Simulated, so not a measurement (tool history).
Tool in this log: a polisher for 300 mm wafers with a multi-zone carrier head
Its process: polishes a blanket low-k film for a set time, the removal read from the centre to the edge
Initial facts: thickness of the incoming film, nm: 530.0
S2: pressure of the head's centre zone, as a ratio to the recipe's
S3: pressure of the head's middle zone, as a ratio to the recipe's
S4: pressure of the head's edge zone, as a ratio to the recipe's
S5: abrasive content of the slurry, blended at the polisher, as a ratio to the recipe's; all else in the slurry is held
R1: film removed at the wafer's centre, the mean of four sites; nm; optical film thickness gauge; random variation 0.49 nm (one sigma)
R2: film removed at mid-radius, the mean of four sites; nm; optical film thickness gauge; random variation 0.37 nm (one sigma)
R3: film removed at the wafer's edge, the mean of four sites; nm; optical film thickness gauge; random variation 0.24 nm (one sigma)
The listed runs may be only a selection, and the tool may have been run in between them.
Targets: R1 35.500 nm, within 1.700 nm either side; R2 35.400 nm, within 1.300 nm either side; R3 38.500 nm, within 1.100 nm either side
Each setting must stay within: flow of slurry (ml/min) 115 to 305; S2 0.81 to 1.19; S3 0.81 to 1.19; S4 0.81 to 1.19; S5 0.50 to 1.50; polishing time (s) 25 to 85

run 1 day=0.000 | flow_of_slurry_(ml/min)=195 S2=1.00 S3=1.00 S4=1.00 S5=1.00 polishing_time_(s)=55 | R1=29.817 R2=28.611 R3=27.012
run 2 day=0.054 | flow_of_slurry_(ml/min)=195 S2=1.00 S3=1.00 S4=1.00 S5=1.00 polishing_time_(s)=65 | R1=35.777 R2=33.706 R3=31.896
run 3 day=0.342 | flow_of_slurry_(ml/min)=195 S2=1.00 S3=1.00 S4=1.00 S5=1.10 polishing_time_(s)=65 | R1=36.686 R2=35.548 R3=33.033
run 4 day=0.604 | flow_of_slurry_(ml/min)=215 S2=1.00 S3=1.00 S4=1.00 S5=1.10 polishing_time_(s)=65 | R1=37.448 R2=35.837 R3=33.213
run 5 day=0.646 | flow_of_slurry_(ml/min)=215 S2=1.00 S3=1.00 S4=1.07 S5=1.10 polishing_time_(s)=65 | R1=37.288 R2=35.639 R3=34.391
run 6 day=0.775 | flow_of_slurry_(ml/min)=215 S2=1.00 S3=1.00 S4=1.07 S5=1.10 polishing_time_(s)=76 | R1=43.091 R2=41.611 R3=40.981
run 7 day=0.804 | flow_of_slurry_(ml/min)=205 S2=0.97 S3=0.97 S4=1.07 S5=1.05 polishing_time_(s)=76 | R1=40.694 R2=39.293 R3=39.512
run 8 day=1.167 | flow_of_slurry_(ml/min)=205 S2=0.97 S3=0.97 S4=1.07 S5=1.05 polishing_time_(s)=76 | R1=40.237 R2=39.313 R3=39.089
run 9 day=1.496 | flow_of_slurry_(ml/min)=190 S2=0.95 S3=0.95 S4=1.09 S5=1.05 polishing_time_(s)=76 | R1=39.440 R2=38.430 R3=39.186
run 10 day=1.775 | flow_of_slurry_(ml/min)=185 S2=0.93 S3=0.93 S4=1.10 S5=1.05 polishing_time_(s)=76 | R1=39.492 R2=37.197 R3=39.771
run 11 day=1.929 | flow_of_slurry_(ml/min)=180 S2=0.90 S3=0.93 S4=1.10 S5=1.05 polishing_time_(s)=76 | R1=38.414 R2=36.387 R3=39.206
run 12 day=2.125 | flow_of_slurry_(ml/min)=175 S2=0.88 S3=0.94 S4=1.11 S5=1.05 polishing_time_(s)=76 | R1=37.315 R2=37.401 R3=39.581
run 13 day=2.167 | flow_of_slurry_(ml/min)=175 S2=0.88 S3=0.94 S4=1.11 S5=1.05 polishing_time_(s)=76 | R1=35.806 R2=37.453 R3=39.911

Next run, 4 choices. One meets every target within its allowed miss, the rest don't. Which?
run A day=2.208 | flow_of_slurry_(ml/min)=185 S2=0.84 S3=1.00 S4=1.11 S5=0.95 polishing_time_(s)=80 | R1=? R2=? R3=?
run B day=2.208 | flow_of_slurry_(ml/min)=115 S2=0.94 S3=0.92 S4=1.18 S5=1.10 polishing_time_(s)=81 | R1=? R2=? R3=?
run C day=2.208 | flow_of_slurry_(ml/min)=155 S2=0.88 S3=0.93 S4=1.15 S5=0.85 polishing_time_(s)=80 | R1=? R2=? R3=?
run D day=2.208 | flow_of_slurry_(ml/min)=170 S2=0.85 S3=0.84 S4=1.18 S5=1.10 polishing_time_(s)=75 | R1=? R2=? R3=?

move=A R1=37.200 R2=40.207 R3=40.581
move=B R1=38.539 R2=35.909 R3=41.430
move=C R1=35.612 R2=35.007 R3=38.607
move=D R1=36.547 R2=33.932 R3=41.063
A: its largest miss is bigger than the last run's
B: the furthest-off result lands on target, but another misses its tolerance
C: each result inside its tolerance
D: takes the result that was furthest off past its target
So the answer is move C, the one that meets all the targets.

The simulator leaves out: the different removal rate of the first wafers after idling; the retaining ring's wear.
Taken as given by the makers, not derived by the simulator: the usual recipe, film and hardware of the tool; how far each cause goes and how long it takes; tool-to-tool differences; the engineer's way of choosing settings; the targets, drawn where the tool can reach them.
